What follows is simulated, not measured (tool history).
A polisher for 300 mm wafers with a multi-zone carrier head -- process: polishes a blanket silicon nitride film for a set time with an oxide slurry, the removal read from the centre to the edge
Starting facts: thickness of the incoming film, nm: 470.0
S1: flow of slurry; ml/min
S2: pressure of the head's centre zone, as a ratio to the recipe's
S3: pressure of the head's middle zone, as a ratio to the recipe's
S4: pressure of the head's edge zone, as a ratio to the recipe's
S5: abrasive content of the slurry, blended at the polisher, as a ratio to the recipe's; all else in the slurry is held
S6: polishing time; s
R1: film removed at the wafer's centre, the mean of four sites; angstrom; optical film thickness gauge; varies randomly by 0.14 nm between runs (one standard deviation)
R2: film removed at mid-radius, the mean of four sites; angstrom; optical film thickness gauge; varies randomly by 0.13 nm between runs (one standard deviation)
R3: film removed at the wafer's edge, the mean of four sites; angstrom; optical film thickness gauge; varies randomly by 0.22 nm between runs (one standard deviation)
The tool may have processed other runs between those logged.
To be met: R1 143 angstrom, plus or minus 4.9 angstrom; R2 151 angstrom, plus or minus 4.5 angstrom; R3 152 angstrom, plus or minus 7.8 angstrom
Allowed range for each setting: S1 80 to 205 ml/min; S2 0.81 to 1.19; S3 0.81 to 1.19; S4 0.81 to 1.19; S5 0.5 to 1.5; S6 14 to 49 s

run  hour   S1    S2    S3    S4    S5  S6      R1      R2      R3
  1     0  135     1     1     1     1  31  253.02  256.29  245.72
  2   0.7  130  0.97  0.98  0.97   0.9  30  217.48  231.49  223.73
  3   5.3  125  0.97  0.96  0.95   0.8  29  195.02  197.02  197.03
  4   9.6  125  0.97  1.04  0.95   0.8  29  195.83  211.75  195.08
  5  15.6  125  0.97  1.04  0.95   0.9  29   206.3  226.52  207.02
  6  21.4  125  0.97  1.09  0.95   0.9  29  211.28  239.26  207.62
  7  25.4  120  0.96  1.06  0.93   0.8  29  189.46  212.91  194.69
  8  26.9  120  0.96  1.04  0.91  0.75  29  186.31  205.32  181.07
  9  28.9  115  0.94     1   0.9   0.7  29  166.49     184  169.02

Consider the 4 candidate settings below. Which is the only one whose results all fall within their allowed miss of target?
  A  30.9   85  1.04   0.9  1.05   0.6  30   ?   ?   ?
  B  30.9   90  1.06  0.81  1.01  0.85  30   ?   ?   ?
  C  30.9  130  0.88   0.9  0.89   0.6  29   ?   ?   ?
  D  30.9  100  1.02  0.81  1.08   0.8  23   ?   ?   ?

move      R1      R2      R3
   A  151.17  142.52   158.7
   B  203.63  172.74  204.87
   C  143.08  153.57  152.58
   D     150  131.02  159.07
A: the result that was furthest off in the last run now lies on the other side of its target
B: lands further from the targets than the last run did
C: every result within its allowed miss
D: the result that was furthest off in the last run now lies on the other side of its target
The move that meets every target is C.
